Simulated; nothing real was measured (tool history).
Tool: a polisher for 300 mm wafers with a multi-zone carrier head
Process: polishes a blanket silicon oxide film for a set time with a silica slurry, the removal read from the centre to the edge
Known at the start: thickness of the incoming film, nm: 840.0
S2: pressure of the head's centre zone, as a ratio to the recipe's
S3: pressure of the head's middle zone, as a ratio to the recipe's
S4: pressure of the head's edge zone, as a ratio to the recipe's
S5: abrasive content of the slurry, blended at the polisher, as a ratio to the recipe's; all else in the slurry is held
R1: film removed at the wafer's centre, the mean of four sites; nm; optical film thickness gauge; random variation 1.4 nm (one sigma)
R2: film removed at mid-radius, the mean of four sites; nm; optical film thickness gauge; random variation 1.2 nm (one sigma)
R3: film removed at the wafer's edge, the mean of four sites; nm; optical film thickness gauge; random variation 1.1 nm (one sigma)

run 1 hour=0 | flow_of_slurry_(ml/min)=205 S2=1 S3=1 S4=1 S5=1 polishing_time_(s)=39 | R1=162.11 R2=167.77 R3=173.32
run 2 hour=4 | flow_of_slurry_(ml/min)=205 S2=1 S3=1.03 S4=1 S5=1 polishing_time_(s)=39 | R1=163.57 R2=169.78 R3=174.75
run 3 hour=11.4 | flow_of_slurry_(ml/min)=200 S2=0.97 S3=1.01 S4=0.96 S5=0.85 polishing_time_(s)=38 | R1=145.19 R2=155.02 R3=156.36
run 4 hour=19.2 | flow_of_slurry_(ml/min)=200 S2=0.97 S3=1.01 S4=0.96 S5=1 polishing_time_(s)=38 | R1=158.61 R2=163.36 R3=163.93
run 5 hour=22.6 | flow_of_slurry_(ml/min)=195 S2=0.94 S3=0.99 S4=0.93 S5=0.85 polishing_time_(s)=37 | R1=133.94 R2=145.8 R3=150.15
run 6 hour=23.8 | flow_of_slurry_(ml/min)=195 S2=0.95 S3=0.99 S4=0.9 S5=0.75 polishing_time_(s)=36 | R1=124.23 R2=134.95 R3=135.64
run 7 hour=25 | flow_of_slurry_(ml/min)=190 S2=0.94 S3=0.98 S4=0.87 S5=0.7 polishing_time_(s)=36 | R1=121.2 R2=128.36 R3=129.38
run 8 hour=26.4 | flow_of_slurry_(ml/min)=185 S2=0.92 S3=0.98 S4=0.85 S5=0.7 polishing_time_(s)=36 | R1=114.23 R2=128.38 R3=125.98
run 9 hour=30.4 | flow_of_slurry_(ml/min)=175 S2=0.92 S3=0.97 S4=0.84 S5=0.7 polishing_time_(s)=36 | R1=114.86 R2=127.66 R3=123.9

Run 10 comes next. What will it give?
run 10 hour=34.3 | flow_of_slurry_(ml/min)=170 S2=0.91 S3=0.96 S4=0.84 S5=0.7 polishing_time_(s)=36 | R1=? R2=? R3=?

{"run 10": {"R1": 113.21, "R2": 123.46, "R3": 124.16}}
